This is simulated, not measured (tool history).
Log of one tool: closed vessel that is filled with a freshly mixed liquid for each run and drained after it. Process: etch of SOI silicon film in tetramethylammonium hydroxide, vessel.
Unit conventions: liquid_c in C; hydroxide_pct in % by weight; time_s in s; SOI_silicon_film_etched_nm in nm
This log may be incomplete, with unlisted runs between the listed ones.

run 1 day=0 | liquid_c=61 hydroxide_pct=17.5 time_s=90 | SOI_silicon_film_etched_nm=289.6
run 2 day=0.175 | liquid_c=58 hydroxide_pct=17.5 time_s=90 | SOI_silicon_film_etched_nm=240
run 3 day=0.275 | liquid_c=61 hydroxide_pct=17.5 time_s=90 | SOI_silicon_film_etched_nm=288.11
run 4 day=0.65 | liquid_c=61 hydroxide_pct=17.5 time_s=95 | SOI_silicon_film_etched_nm=303.44
run 5 day=1.025 | liquid_c=61 hydroxide_pct=14.5 time_s=95 | SOI_silicon_film_etched_nm=332.04
run 6 day=1.388 | liquid_c=62 hydroxide_pct=14.5 time_s=95 | SOI_silicon_film_etched_nm=347.9

What does the tool deliver on the next run?
run 7 day=1.683 | liquid_c=63 hydroxide_pct=14.5 time_s=95 | SOI_silicon_film_etched_nm=?

Run 7 gave SOI_silicon_film_etched_nm 377.05 nm.
